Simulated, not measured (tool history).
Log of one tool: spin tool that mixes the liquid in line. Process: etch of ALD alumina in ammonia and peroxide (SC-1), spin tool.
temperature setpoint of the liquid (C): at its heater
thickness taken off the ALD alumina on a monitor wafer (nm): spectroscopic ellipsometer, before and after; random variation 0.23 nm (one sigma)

run  hour  temperature setpoint of the liquid (C)  parts of 29 % ammonia solution to one part of 30 % peroxide (parts by volume)  time under the liquid (s)  thickness taken off the ALD alumina on a monitor wafer (nm)
  1   0.0                                    51.0                                                                           0.90                        270                                                       16.012
  2   5.4                                    51.0                                                                           0.90                        270                                                       16.031
  3   6.2                                    45.0                                                                           0.90                        270                                                       11.573
  4   9.3                                    45.0                                                                           0.90                        290                                                       12.420
  5  15.3                                    50.0                                                                           0.90                        290                                                       16.290
  6  21.8                                    50.0                                                                           0.65                        290                                                       15.836

Forecast run 7:
  7  25.8                                    53.5                                                                           0.65                        290                                                            ?

thickness taken off the ALD alumina on a monitor wafer (nm): 18.992
